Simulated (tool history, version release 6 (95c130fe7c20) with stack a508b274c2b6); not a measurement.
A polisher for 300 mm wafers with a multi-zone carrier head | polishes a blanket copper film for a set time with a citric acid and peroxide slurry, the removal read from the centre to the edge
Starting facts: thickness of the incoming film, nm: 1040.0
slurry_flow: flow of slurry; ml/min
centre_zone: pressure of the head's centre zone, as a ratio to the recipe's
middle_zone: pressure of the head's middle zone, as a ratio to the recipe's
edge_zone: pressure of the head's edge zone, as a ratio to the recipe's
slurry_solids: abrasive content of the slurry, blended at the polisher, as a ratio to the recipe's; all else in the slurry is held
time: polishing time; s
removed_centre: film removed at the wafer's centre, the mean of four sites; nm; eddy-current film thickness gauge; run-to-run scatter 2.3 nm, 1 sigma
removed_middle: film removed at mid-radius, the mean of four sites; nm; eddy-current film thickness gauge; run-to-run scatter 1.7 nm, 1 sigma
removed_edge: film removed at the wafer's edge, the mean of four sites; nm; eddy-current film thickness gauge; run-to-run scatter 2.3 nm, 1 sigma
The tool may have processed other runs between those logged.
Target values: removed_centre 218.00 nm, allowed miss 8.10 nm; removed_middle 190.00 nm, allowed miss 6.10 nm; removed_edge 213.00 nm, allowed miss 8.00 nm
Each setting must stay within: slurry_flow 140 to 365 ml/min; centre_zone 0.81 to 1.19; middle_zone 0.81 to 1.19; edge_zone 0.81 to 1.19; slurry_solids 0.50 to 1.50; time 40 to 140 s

run 1 hour=0.0 | slurry_flow=235 centre_zone=1.00 middle_zone=1.00 edge_zone=1.00 slurry_solids=1.00 time=90 | removed_centre=272.36 removed_middle=275.66 removed_edge=285.28
run 2 hour=0.9 | slurry_flow=235 centre_zone=1.00 middle_zone=1.00 edge_zone=1.06 slurry_solids=1.00 time=90 | removed_centre=270.53 removed_middle=274.95 removed_edge=282.60
run 3 hour=7.3 | slurry_flow=235 centre_zone=1.00 middle_zone=1.00 edge_zone=1.03 slurry_solids=1.00 time=90 | removed_centre=270.17 removed_middle=278.34 removed_edge=288.32
run 4 hour=12.3 | slurry_flow=235 centre_zone=1.01 middle_zone=0.99 edge_zone=1.03 slurry_solids=0.95 time=87 | removed_centre=266.66 removed_middle=264.51 removed_edge=272.71
run 5 hour=17.0 | slurry_flow=235 centre_zone=1.01 middle_zone=0.99 edge_zone=1.09 slurry_solids=0.95 time=87 | removed_centre=265.21 removed_middle=264.00 removed_edge=281.73
run 6 hour=25.4 | slurry_flow=235 centre_zone=1.01 middle_zone=0.99 edge_zone=1.09 slurry_solids=0.80 time=87 | removed_centre=259.17 removed_middle=252.63 removed_edge=270.72
run 7 hour=28.0 | slurry_flow=235 centre_zone=1.01 middle_zone=0.98 edge_zone=1.07 slurry_solids=0.75 time=85 | removed_centre=250.32 removed_middle=243.86 removed_edge=265.66
run 8 hour=32.9 | slurry_flow=235 centre_zone=1.02 middle_zone=0.98 edge_zone=1.06 slurry_solids=0.70 time=82 | removed_centre=238.62 removed_middle=232.74 removed_edge=247.14
run 9 hour=41.7 | slurry_flow=230 centre_zone=1.03 middle_zone=0.96 edge_zone=1.04 slurry_solids=0.65 time=81 | removed_centre=228.15 removed_middle=221.95 removed_edge=238.94
run 10 hour=42.4 | slurry_flow=225 centre_zone=1.05 middle_zone=0.94 edge_zone=1.03 slurry_solids=0.65 time=81 | removed_centre=235.45 removed_middle=217.68 removed_edge=236.02
run 11 hour=43.4 | slurry_flow=220 centre_zone=1.05 middle_zone=0.92 edge_zone=1.01 slurry_solids=0.65 time=81 | removed_centre=237.60 removed_middle=211.66 removed_edge=233.92
run 12 hour=48.3 | slurry_flow=220 centre_zone=1.05 middle_zone=0.92 edge_zone=1.01 slurry_solids=0.65 time=81 | removed_centre=232.49 removed_middle=212.74 removed_edge=237.68
-- hour=55.9 slurry nozzle cleaned
run 13 hour=55.9 | slurry_flow=220 centre_zone=1.06 middle_zone=0.91 edge_zone=0.99 slurry_solids=0.60 time=80 | removed_centre=234.67 removed_middle=206.52 removed_edge=231.75
run 14 hour=63.0 | slurry_flow=215 centre_zone=1.06 middle_zone=0.91 edge_zone=0.98 slurry_solids=0.60 time=79 | removed_centre=235.21 removed_middle=206.65 removed_edge=222.10
run 15 hour=64.7 | slurry_flow=210 centre_zone=1.05 middle_zone=0.90 edge_zone=0.98 slurry_solids=0.60 time=79 | removed_centre=227.51 removed_middle=203.22 removed_edge=223.81

Pick the move, out of 5, that brings all results within their allowed miss; only one does.
run A hour=66.4 | slurry_flow=210 centre_zone=1.06 middle_zone=0.88 edge_zone=0.97 slurry_solids=0.65 time=73 | removed_centre=? removed_middle=? removed_edge=?
run B hour=66.4 | slurry_flow=200 centre_zone=0.97 middle_zone=0.90 edge_zone=0.97 slurry_solids=0.70 time=78 | removed_centre=? removed_middle=? removed_edge=?
run C hour=66.4 | slurry_flow=210 centre_zone=1.05 middle_zone=0.89 edge_zone=0.98 slurry_solids=0.80 time=77 | removed_centre=? removed_middle=? removed_edge=?
run D hour=66.4 | slurry_flow=160 centre_zone=1.05 middle_zone=1.05 edge_zone=0.89 slurry_solids=0.65 time=78 | removed_centre=? removed_middle=? removed_edge=?
run E hour=66.4 | slurry_flow=190 centre_zone=0.95 middle_zone=0.86 edge_zone=1.00 slurry_solids=0.65 time=86 | removed_centre=? removed_middle=? removed_edge=?

move=A removed_centre=218.83 removed_middle=187.29 removed_edge=210.97
move=B removed_centre=218.53 removed_middle=205.41 removed_edge=227.31
move=C removed_centre=237.73 removed_middle=207.02 removed_edge=232.05
move=D removed_centre=222.90 removed_middle=223.73 removed_edge=210.74
move=E removed_centre=231.95 removed_middle=213.87 removed_edge=249.71
A: each result inside its tolerance
B: its largest miss is bigger than the last run's
C: its largest miss is bigger than the last run's
D: its largest miss is bigger than the last run's
E: its largest miss is bigger than the last run's
Move A is the one to make.
